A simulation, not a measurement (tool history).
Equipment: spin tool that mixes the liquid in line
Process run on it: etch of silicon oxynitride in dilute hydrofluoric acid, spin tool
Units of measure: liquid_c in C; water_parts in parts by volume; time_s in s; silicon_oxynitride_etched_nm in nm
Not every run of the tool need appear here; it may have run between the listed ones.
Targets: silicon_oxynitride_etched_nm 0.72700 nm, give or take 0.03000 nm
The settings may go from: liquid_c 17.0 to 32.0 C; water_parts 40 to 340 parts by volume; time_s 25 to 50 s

run    day  liquid_c  water_parts  time_s  silicon_oxynitride_etched_nm
  1  0.000      24.0          190      50                       0.45050
  2  0.033      24.0          235      50                       0.35780
  3  0.158      27.5          235      50                       0.41533
  4  0.525      28.0          225      50                       0.44931
  5  0.575      28.0          225      25                       0.21678
  6  0.738      27.5          190      30                       0.32005
  7  1.029      27.5          165      35                       0.44590
  8  1.288      27.5          150      35                       0.49067
  9  1.625      27.5          140      35                       0.51474
 10  1.904      27.5          130      35                       0.56363
 11  2.229      27.5          125      35                       0.60436

Of the 4 settings listed for the next run, only one would bring every result within its allowed miss of target. Which one?
  A  2.554      23.5           70      25                             ?
  B  2.554      31.0          100      25                             ?
  C  2.554      25.5          120      50                             ?
  D  2.554      25.0           70      25                             ?

move  silicon_oxynitride_etched_nm
   A                       0.67753
   B                       0.64917
   C                       0.82801
   D                       0.72788
A: better than the last run, though not everything is in spec
B: better than the last run, though not everything is in spec
C: pushes the last run's worst result past its target
D: all results in spec
The right move is D.
